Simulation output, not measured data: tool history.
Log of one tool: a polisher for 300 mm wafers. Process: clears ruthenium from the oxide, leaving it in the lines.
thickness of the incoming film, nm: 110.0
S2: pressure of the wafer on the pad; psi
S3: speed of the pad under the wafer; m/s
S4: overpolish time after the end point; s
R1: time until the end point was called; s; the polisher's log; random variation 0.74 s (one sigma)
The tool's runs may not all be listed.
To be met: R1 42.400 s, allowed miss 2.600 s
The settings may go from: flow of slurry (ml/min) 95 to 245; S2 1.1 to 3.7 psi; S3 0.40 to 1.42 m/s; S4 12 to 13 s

run 1 day=0.000 | flow_of_slurry_(ml/min)=155 S2=2.4 S3=0.90 S4=12 | R1=85.980
run 2 day=0.200 | flow_of_slurry_(ml/min)=155 S2=2.6 S3=0.92 S4=12 | R1=77.270
run 3 day=0.333 | flow_of_slurry_(ml/min)=155 S2=2.8 S3=0.94 S4=12 | R1=75.976
run 4 day=0.383 | flow_of_slurry_(ml/min)=155 S2=2.9 S3=1.00 S4=12 | R1=66.831
run 5 day=0.438 | flow_of_slurry_(ml/min)=155 S2=3.2 S3=1.00 S4=12 | R1=62.012
run 6 day=0.767 | flow_of_slurry_(ml/min)=155 S2=3.7 S3=1.00 S4=12 | R1=56.643
run 7 day=0.929 | flow_of_slurry_(ml/min)=155 S2=3.7 S3=1.00 S4=12 | R1=57.242
run 8 day=1.112 | flow_of_slurry_(ml/min)=155 S2=3.7 S3=1.04 S4=12 | R1=55.569
-- day=1.179 worn pad replaced by a new one
run 9 day=1.179 | flow_of_slurry_(ml/min)=155 S2=3.7 S3=1.08 S4=12 | R1=48.767
run 10 day=1.512 | flow_of_slurry_(ml/min)=155 S2=3.7 S3=1.10 S4=12 | R1=47.592

5 next moves are on the table. One of them brings every result within its allowed miss. Which?
run A day=1.846 | flow_of_slurry_(ml/min)=165 S2=3.7 S3=1.18 S4=12 | R1=?
run B day=1.846 | flow_of_slurry_(ml/min)=145 S2=3.7 S3=1.08 S4=13 | R1=?
run C day=1.846 | flow_of_slurry_(ml/min)=125 S2=3.7 S3=1.06 S4=12 | R1=?
run D day=1.846 | flow_of_slurry_(ml/min)=170 S2=3.7 S3=1.06 S4=13 | R1=?
run E day=1.846 | flow_of_slurry_(ml/min)=165 S2=3.7 S3=1.10 S4=12 | R1=?

move=A R1=42.746
move=B R1=47.561
move=C R1=49.714
move=D R1=47.253
move=E R1=45.778
A: meets every target
B: as far off as the last run
C: further off than the last run
D: nearer than the last run, and not there yet
E: nearer than the last run, and not there yet
Move A is the one to make.
